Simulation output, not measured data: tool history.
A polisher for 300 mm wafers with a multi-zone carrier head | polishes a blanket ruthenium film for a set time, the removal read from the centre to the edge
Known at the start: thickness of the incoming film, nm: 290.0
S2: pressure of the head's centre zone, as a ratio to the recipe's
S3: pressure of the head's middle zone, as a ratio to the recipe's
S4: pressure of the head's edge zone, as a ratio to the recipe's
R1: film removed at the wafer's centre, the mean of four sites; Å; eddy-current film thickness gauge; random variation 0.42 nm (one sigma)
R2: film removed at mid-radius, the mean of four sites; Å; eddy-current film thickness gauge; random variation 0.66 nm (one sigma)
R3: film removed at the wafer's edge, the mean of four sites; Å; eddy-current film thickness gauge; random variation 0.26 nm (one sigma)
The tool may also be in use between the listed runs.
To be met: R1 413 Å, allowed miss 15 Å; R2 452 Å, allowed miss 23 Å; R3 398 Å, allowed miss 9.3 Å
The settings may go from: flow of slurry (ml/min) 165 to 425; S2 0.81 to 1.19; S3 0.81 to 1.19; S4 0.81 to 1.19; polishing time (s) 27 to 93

Run 1, day 0: flow of slurry (ml/min) 275, S2 1, S3 1, S4 1, polishing time (s) 59. Result: R1 330.8 Å, R2 337.15 Å, R3 332.28 Å.
Run 2, day 0.221: flow of slurry (ml/min) 275, S2 1.08, S3 1, S4 1, polishing time (s) 59. Result: R1 372.12 Å, R2 333.02 Å, R3 331.55 Å.
Run 3, day 0.529: flow of slurry (ml/min) 275, S2 1.08, S3 1, S4 1.08, polishing time (s) 59. Result: R1 362.07 Å, R2 332.95 Å, R3 346.27 Å.
Run 4, day 0.771: flow of slurry (ml/min) 275, S2 1.14, S3 1, S4 1.08, polishing time (s) 59. Result: R1 387.44 Å, R2 332.37 Å, R3 347.69 Å.
Run 5, day 1.062: flow of slurry (ml/min) 280, S2 1.13, S3 1.03, S4 1.08, polishing time (s) 60. Result: R1 382.19 Å, R2 351.83 Å, R3 350.54 Å.
Run 6, day 1.125: flow of slurry (ml/min) 285, S2 1.14, S3 1.05, S4 1.09, polishing time (s) 61. Result: R1 397.7 Å, R2 362.12 Å, R3 358.58 Å.
Run 7, day 1.275: flow of slurry (ml/min) 290, S2 1.14, S3 1.07, S4 1.1, polishing time (s) 62. Result: R1 411.06 Å, R2 371.88 Å, R3 364.11 Å.
Run 8, day 1.529: flow of slurry (ml/min) 290, S2 1.13, S3 1.09, S4 1.1, polishing time (s) 63. Result: R1 402.2 Å, R2 388.85 Å, R3 378.86 Å.
Run 9, day 1.65: flow of slurry (ml/min) 295, S2 1.13, S3 1.1, S4 1.1, polishing time (s) 63. Result: R1 410.37 Å, R2 405.43 Å, R3 370.45 Å.
Run 10, day 1.746: flow of slurry (ml/min) 300, S2 1.13, S3 1.11, S4 1.11, polishing time (s) 63. Result: R1 410.58 Å, R2 385.24 Å, R3 375.8 Å.
Run 11, day 1.871: flow of slurry (ml/min) 300, S2 1.13, S3 1.11, S4 1.11, polishing time (s) 63. Result: R1 401.04 Å, R2 393.5 Å, R3 376.6 Å.
Run 12, day 2.033: flow of slurry (ml/min) 300, S2 1.13, S3 1.12, S4 1.11, polishing time (s) 64. Result: R1 411.59 Å, R2 411.92 Å, R3 382.43 Å.

5 next moves are on the table. One of them brings every result within its allowed miss. Which?
Run A, day 2.196: flow of slurry (ml/min) 315, S2 1.14, S3 1.19, S4 1.11, polishing time (s) 67. Result: R1 ?, R2 ?, R3 ?.
Run B, day 2.196: flow of slurry (ml/min) 400, S2 1.17, S3 1.13, S4 1.18, polishing time (s) 59. Result: R1 ?, R2 ?, R3 ?.
Run C, day 2.196: flow of slurry (ml/min) 295, S2 1.13, S3 1.07, S4 1.1, polishing time (s) 67. Result: R1 ?, R2 ?, R3 ?.
Run D, day 2.196: flow of slurry (ml/min) 270, S2 1.08, S3 1.19, S4 1.1, polishing time (s) 68. Result: R1 ?, R2 ?, R3 ?.
Run E, day 2.196: flow of slurry (ml/min) 295, S2 1.03, S3 1.19, S4 1.03, polishing time (s) 75. Result: R1 ?, R2 ?, R3 ?.

move      R1      R2      R3
   A  447.24  454.98  397.57
   B  413.29  390.93  367.29
   C   439.7  412.56   394.4
   D  422.17  454.47  396.73
   E  448.72  506.31  426.59
A: brings the result that was furthest off to its target, and leaves another outside
B: further off than the last run
C: as far off as the last run
D: meets every target
E: takes the result that was furthest off past its target
The right move is D.

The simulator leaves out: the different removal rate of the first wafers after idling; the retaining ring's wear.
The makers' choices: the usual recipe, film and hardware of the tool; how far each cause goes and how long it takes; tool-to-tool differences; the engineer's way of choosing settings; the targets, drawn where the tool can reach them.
